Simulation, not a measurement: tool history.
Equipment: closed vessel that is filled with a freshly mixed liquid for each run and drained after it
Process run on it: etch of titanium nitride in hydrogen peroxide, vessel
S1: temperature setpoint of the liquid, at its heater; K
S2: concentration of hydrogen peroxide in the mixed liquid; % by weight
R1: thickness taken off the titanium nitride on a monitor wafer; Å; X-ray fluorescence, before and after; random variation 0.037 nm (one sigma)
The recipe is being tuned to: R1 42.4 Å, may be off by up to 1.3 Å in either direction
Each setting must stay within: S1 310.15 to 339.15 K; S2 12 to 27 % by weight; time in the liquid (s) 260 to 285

{"run": 1, "hour": 0.0, "S1": 326.15, "S2": 18, "time in the liquid (s)": 260, "R1": 115.73}
{"run": 2, "hour": 8.4, "S1": 324.15, "S2": 18, "time in the liquid (s)": 260, "R1": 100.23}
{"run": 3, "hour": 15.1, "S1": 324.15, "S2": 15, "time in the liquid (s)": 260, "R1": 98.037}
{"run": 4, "hour": 21.0, "S1": 324.15, "S2": 18, "time in the liquid (s)": 260, "R1": 100.87}
{"run": 5, "hour": 23.5, "S1": 330.15, "S2": 18, "time in the liquid (s)": 260, "R1": 151.69}
{"run": 6, "hour": 24.8, "S1": 330.15, "S2": 20, "time in the liquid (s)": 260, "R1": 157.24}
{"run": 7, "hour": 28.7, "S1": 327.65, "S2": 20, "time in the liquid (s)": 260, "R1": 132.13}
{"run": 8, "hour": 34.8, "S1": 325.65, "S2": 20, "time in the liquid (s)": 260, "R1": 115.33}
{"run": 9, "hour": 41.3, "S1": 323.65, "S2": 20, "time in the liquid (s)": 260, "R1": 99.384}
{"run": 10, "hour": 44.4, "S1": 322.15, "S2": 20, "time in the liquid (s)": 260, "R1": 89.062}
{"run": 11, "hour": 51.2, "S1": 320.65, "S2": 20, "time in the liquid (s)": 260, "R1": 79.362}
{"run": 12, "hour": 53.9, "S1": 319.65, "S2": 20, "time in the liquid (s)": 260, "R1": 74.169}
{"run": 13, "hour": 62.3, "S1": 318.65, "S2": 20, "time in the liquid (s)": 260, "R1": 69.829}
{"run": 14, "hour": 67.8, "S1": 317.65, "S2": 20, "time in the liquid (s)": 260, "R1": 64.289}
{"run": 15, "hour": 75.7, "S1": 316.65, "S2": 20, "time in the liquid (s)": 260, "R1": 59.394}
{"run": 16, "hour": 79.0, "S1": 316.15, "S2": 20, "time in the liquid (s)": 260, "R1": 57.175}
{"run": 17, "hour": 80.2, "S1": 316.15, "S2": 20, "time in the liquid (s)": 260, "R1": 57.631}
{"run": 18, "hour": 85.9, "S1": 315.65, "S2": 20, "time in the liquid (s)": 260, "R1": 54.749}
{"run": 19, "hour": 87.3, "S1": 311.65, "S2": 20, "time in the liquid (s)": 260, "R1": 40.177}

Which single option among these 4 for the next run brings every result within its allowed miss of target? Just one does.
{"run": "A", "hour": 88.7, "S1": 312.15, "S2": 21, "time in the liquid (s)": 260, "R1": "?"}
{"run": "B", "hour": 88.7, "S1": 311.15, "S2": 19.5, "time in the liquid (s)": 265, "R1": "?"}
{"run": "C", "hour": 88.7, "S1": 310.65, "S2": 22, "time in the liquid (s)": 260, "R1": "?"}
{"run": "D", "hour": 88.7, "S1": 310.15, "S2": 18.5, "time in the liquid (s)": 285, "R1": "?"}

move=A R1=43.054
move=B R1=39.962
move=C R1=38.698
move=D R1=39.303
A: hits every target within its allowed miss
B: misses by more than the last run did
C: misses by more than the last run did
D: misses by more than the last run did
So the answer is move A, the one that meets all the targets.
